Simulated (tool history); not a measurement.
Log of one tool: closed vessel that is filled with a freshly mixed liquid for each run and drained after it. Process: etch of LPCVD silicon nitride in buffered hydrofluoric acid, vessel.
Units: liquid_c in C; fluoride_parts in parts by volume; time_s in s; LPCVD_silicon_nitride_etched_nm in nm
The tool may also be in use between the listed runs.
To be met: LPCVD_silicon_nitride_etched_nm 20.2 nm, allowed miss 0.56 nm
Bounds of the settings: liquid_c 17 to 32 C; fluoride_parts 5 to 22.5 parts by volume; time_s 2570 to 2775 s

run	hour	liquid_c	fluoride_parts	time_s	LPCVD_silicon_nitride_etched_nm
1	0	24	13.5	2570	25.895
2	2.9	23	13.5	2570	24.61
3	10.5	22.5	13.5	2570	23.836
4	14.3	22.5	9.5	2570	32.741
5	16.6	19	9.5	2570	27.351
6	23.2	19	9.5	2570	27.476
7	31.6	18.5	10	2570	26.086
8	37	18	10.5	2570	23.68
9	40.5	17.5	11	2570	22.254

Which of these 4 next moves meets every target?
A	44	17.5	13	2750	?
B	44	17	11	2625	?
C	44	17	13	2690	?
D	44	18.5	12.5	2640	?

move	LPCVD_silicon_nitride_etched_nm
A	19.913
B	21.754
C	18.93
D	21.026
A: meets every target
B: nearer than the last run, and not there yet
C: takes the result that was furthest off past its target
D: nearer than the last run, and not there yet
Move A is the one to make.

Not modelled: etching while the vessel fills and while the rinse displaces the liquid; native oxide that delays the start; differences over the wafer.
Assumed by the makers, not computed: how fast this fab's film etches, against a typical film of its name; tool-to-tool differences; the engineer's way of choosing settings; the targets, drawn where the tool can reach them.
